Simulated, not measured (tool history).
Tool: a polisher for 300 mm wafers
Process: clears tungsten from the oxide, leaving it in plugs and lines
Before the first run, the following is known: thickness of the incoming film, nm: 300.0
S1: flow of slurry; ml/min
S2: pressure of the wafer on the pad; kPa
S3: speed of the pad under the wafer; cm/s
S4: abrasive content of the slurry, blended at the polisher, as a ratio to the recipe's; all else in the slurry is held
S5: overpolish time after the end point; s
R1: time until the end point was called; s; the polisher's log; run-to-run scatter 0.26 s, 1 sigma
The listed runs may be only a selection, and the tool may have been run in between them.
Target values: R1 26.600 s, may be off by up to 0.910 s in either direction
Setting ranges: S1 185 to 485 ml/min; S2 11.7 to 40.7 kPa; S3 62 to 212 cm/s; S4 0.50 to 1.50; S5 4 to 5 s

Run 1, hour 0.0: S1 310 ml/min, S2 26.2 kPa, S3 136 cm/s, S4 1.00, S5 5 s. Result: R1 39.316 s.
Run 2, hour 8.5: S1 310 ml/min, S2 26.2 kPa, S3 136 cm/s, S4 1.10, S5 5 s. Result: R1 38.552 s.
Run 3, hour 12.2: S1 310 ml/min, S2 29.0 kPa, S3 136 cm/s, S4 1.10, S5 5 s. Result: R1 35.704 s.
Run 4, hour 19.8: S1 310 ml/min, S2 31.7 kPa, S3 136 cm/s, S4 1.10, S5 5 s. Result: R1 33.551 s.
Run 5, hour 21.7: S1 310 ml/min, S2 33.8 kPa, S3 136 cm/s, S4 1.10, S5 5 s. Result: R1 31.262 s.
Run 6, hour 28.9: S1 350 ml/min, S2 33.8 kPa, S3 136 cm/s, S4 1.10, S5 5 s. Result: R1 30.347 s.
Run 7, hour 31.3: S1 365 ml/min, S2 34.5 kPa, S3 136 cm/s, S4 1.10, S5 5 s. Result: R1 30.482 s.
Run 8, hour 37.3: S1 365 ml/min, S2 35.9 kPa, S3 136 cm/s, S4 1.10, S5 5 s. Result: R1 29.460 s.

Which single option among these 5 for the next run brings every result within its allowed miss of target? Just one does.
Run A, hour 43.3: S1 335 ml/min, S2 40.7 kPa, S3 132 cm/s, S4 0.50, S5 5 s. Result: R1 ?.
Run B, hour 43.3: S1 415 ml/min, S2 39.3 kPa, S3 142 cm/s, S4 0.95, S5 5 s. Result: R1 ?.
Run C, hour 43.3: S1 400 ml/min, S2 33.8 kPa, S3 124 cm/s, S4 1.15, S5 4 s. Result: R1 ?.
Run D, hour 43.3: S1 185 ml/min, S2 40.7 kPa, S3 106 cm/s, S4 1.15, S5 5 s. Result: R1 ?.
Run E, hour 43.3: S1 390 ml/min, S2 35.2 kPa, S3 130 cm/s, S4 1.15, S5 5 s. Result: R1 ?.

move      R1
   A  31.823
   B  26.699
   C  33.385
   D  36.239
   E  30.892
A: moves away from the targets compared with the last run
B: every result within its allowed miss
C: moves away from the targets compared with the last run
D: moves away from the targets compared with the last run
E: moves away from the targets compared with the last run
The right move is B.
